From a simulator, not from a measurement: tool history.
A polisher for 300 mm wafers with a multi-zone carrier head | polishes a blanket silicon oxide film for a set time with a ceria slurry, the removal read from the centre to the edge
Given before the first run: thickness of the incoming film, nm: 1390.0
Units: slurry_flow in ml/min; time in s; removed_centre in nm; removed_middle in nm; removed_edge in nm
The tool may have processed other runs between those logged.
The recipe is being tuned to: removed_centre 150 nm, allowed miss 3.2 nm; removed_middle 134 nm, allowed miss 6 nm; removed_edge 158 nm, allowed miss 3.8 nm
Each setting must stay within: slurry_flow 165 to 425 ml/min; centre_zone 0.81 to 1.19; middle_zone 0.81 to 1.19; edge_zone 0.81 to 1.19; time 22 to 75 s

Run 1, hour 0: slurry_flow 275 ml/min, centre_zone 1, middle_zone 1, edge_zone 1, time 48 s. Result: removed_centre 218.56 nm, removed_middle 218.88 nm, removed_edge 223.12 nm.
Run 2, hour 4.3: slurry_flow 275 ml/min, centre_zone 1, middle_zone 0.96, edge_zone 1, time 48 s. Result: removed_centre 216.86 nm, removed_middle 215.92 nm, removed_edge 223.52 nm.
Run 3, hour 10.6: slurry_flow 275 ml/min, centre_zone 1, middle_zone 0.96, edge_zone 1, time 57 s. Result: removed_centre 257.42 nm, removed_middle 247.06 nm, removed_edge 268.68 nm.
Run 4, hour 14.6: slurry_flow 250 ml/min, centre_zone 1.01, middle_zone 0.92, edge_zone 1.03, time 50 s. Result: removed_centre 225.58 nm, removed_middle 216.09 nm, removed_edge 235.16 nm.
At hour 19.3: edge zone pressure recalibrated.
Run 5, hour 19.3: slurry_flow 270 ml/min, centre_zone 1.02, middle_zone 0.89, edge_zone 1.06, time 44 s. Result: removed_centre 201.9 nm, removed_middle 179.78 nm, removed_edge 214.47 nm.
Run 6, hour 23: slurry_flow 270 ml/min, centre_zone 0.94, middle_zone 0.89, edge_zone 1.06, time 44 s. Result: removed_centre 187.14 nm, removed_middle 183.51 nm, removed_edge 210.76 nm.
Run 7, hour 25.8: slurry_flow 290 ml/min, centre_zone 0.94, middle_zone 0.87, edge_zone 1.04, time 41 s. Result: removed_centre 172.95 nm, removed_middle 170.96 nm, removed_edge 196.29 nm.
Run 8, hour 29.1: slurry_flow 295 ml/min, centre_zone 0.96, middle_zone 0.86, edge_zone 1.03, time 38 s. Result: removed_centre 165.6 nm, removed_middle 154.51 nm, removed_edge 182.38 nm.
Run 9, hour 33.4: slurry_flow 300 ml/min, centre_zone 0.96, middle_zone 0.85, edge_zone 1.01, time 37 s. Result: removed_centre 161.54 nm, removed_middle 149.64 nm, removed_edge 178.72 nm.

Of the 5 settings listed for the next run, only one would bring every result within its allowed miss of target. Which one?
Run A, hour 37.7: slurry_flow 205 ml/min, centre_zone 0.88, middle_zone 0.85, edge_zone 1.1, time 41 s. Result: removed_centre ?, removed_middle ?, removed_edge ?.
Run B, hour 37.7: slurry_flow 325 ml/min, centre_zone 0.82, middle_zone 0.93, edge_zone 1.18, time 39 s. Result: removed_centre ?, removed_middle ?, removed_edge ?.
Run C, hour 37.7: slurry_flow 295 ml/min, centre_zone 0.89, middle_zone 0.86, edge_zone 1.05, time 45 s. Result: removed_centre ?, removed_middle ?, removed_edge ?.
Run D, hour 37.7: slurry_flow 420 ml/min, centre_zone 1.02, middle_zone 0.89, edge_zone 1.15, time 31 s. Result: removed_centre ?, removed_middle ?, removed_edge ?.
Run E, hour 37.7: slurry_flow 250 ml/min, centre_zone 0.92, middle_zone 1, edge_zone 0.96, time 37 s. Result: removed_centre ?, removed_middle ?, removed_edge ?.

move  removed_centre  removed_middle  removed_edge
   A          156.63          161.12        194.86
   B           147.1          174.02        196.86
   C          182.42          186.43        217.85
   D          148.98          135.97        157.75
   E          152.23          170.75        171.95
A: further off than the last run
B: further off than the last run
C: further off than the last run
D: hits every target within its allowed miss
E: further off than the last run
D meets every target.
